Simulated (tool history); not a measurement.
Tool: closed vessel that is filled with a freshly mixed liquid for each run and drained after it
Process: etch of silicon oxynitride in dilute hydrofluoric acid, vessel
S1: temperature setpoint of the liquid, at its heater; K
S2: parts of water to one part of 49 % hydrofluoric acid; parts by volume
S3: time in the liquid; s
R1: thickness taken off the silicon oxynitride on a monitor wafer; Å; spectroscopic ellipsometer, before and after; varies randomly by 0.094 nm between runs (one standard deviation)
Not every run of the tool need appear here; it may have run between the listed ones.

{"run": 1, "hour": 0.0, "S1": 298.15, "S2": 75, "S3": 510, "R1": 198.99}
{"run": 2, "hour": 2.5, "S1": 298.15, "S2": 60, "S3": 510, "R1": 250.6}
{"run": 3, "hour": 4.0, "S1": 296.65, "S2": 65, "S3": 510, "R1": 216.07}
{"run": 4, "hour": 7.8, "S1": 295.15, "S2": 70, "S3": 510, "R1": 182.72}
{"hour": 11.6, "done": "thermometer replaced"}
{"run": 5, "hour": 11.6, "S1": 295.15, "S2": 70, "S3": 510, "R1": 170.17}
{"run": 6, "hour": 16.6, "S1": 294.15, "S2": 70, "S3": 510, "R1": 161.3}
{"run": 7, "hour": 26.1, "S1": 293.65, "S2": 70, "S3": 510, "R1": 157.16}

Run 8 comes next. What will it give?
{"run": 8, "hour": 28.0, "S1": 293.15, "S2": 70, "S3": 510, "R1": "?"}

For run 8 the tool returned R1 151.77 Å.

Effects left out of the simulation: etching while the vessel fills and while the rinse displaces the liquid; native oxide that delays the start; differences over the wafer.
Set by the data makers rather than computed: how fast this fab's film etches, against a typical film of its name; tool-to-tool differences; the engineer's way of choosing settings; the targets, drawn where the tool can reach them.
